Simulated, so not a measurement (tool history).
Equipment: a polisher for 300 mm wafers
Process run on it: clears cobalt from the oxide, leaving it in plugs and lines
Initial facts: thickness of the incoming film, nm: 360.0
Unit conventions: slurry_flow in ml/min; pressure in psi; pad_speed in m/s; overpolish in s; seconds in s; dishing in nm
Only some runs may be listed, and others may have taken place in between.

| run | hour | slurry_flow | pressure | pad_speed | overpolish | seconds | dishing |
|---|---|---|---|---|---|---|---|
| 1 | 0 | 180 | 2 | 1.22 | 11 | 60.507 | 32.798 |
| 2 | 3.5 | 220 | 2 | 1.22 | 11 | 57.982 | 33.015 |
| 3 | 7.6 | 230 | 1.9 | 1.22 | 10 | 60.538 | 30.856 |
| 4 | 9.6 | 240 | 1.8 | 1.22 | 9 | 63.801 | 28.416 |
| 5 | 14.9 | 205 | 1.8 | 1.22 | 9 | 65.605 | 28.055 |
| 6 | 21.4 | 205 | 1.7 | 1.22 | 8 | 68.422 | 25.452 |

What does the tool deliver on the next run?
| 7 | 25.8 | 205 | 1.6 | 1.22 | 7 | ? | ? |

seconds: 72.405 s
dishing: 22.524 nm
